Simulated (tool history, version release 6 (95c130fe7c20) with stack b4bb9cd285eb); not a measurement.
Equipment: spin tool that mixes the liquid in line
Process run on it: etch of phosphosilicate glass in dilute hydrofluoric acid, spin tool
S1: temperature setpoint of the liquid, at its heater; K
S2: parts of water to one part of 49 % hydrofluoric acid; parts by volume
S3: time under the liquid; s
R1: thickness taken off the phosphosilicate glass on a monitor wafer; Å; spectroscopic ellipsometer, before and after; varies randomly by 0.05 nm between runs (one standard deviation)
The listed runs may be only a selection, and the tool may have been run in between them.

| run | hour | S1 | S2 | S3 | R1 |
|---|---|---|---|---|---|
| 1 | 0 | 297.15 | 160 | 15 | 71.419 |
| 2 | 3.9 | 300.65 | 160 | 15 | 79.927 |
| 3 | 12.6 | 300.65 | 160 | 15 | 79.35 |
| 4 | 20.5 | 300.65 | 110 | 15 | 125.42 |
| 5 | 26.3 | 299.15 | 120 | 15 | 106.4 |
| 6 | 28 | 299.15 | 120 | 15 | 104.92 |
| 7 | 32.2 | 297.65 | 125 | 15 | 97.506 |

For run 8, what comes out?
| 8 | 33.7 | 296.65 | 130 | 15 | ? |

R1: 89.378 Å
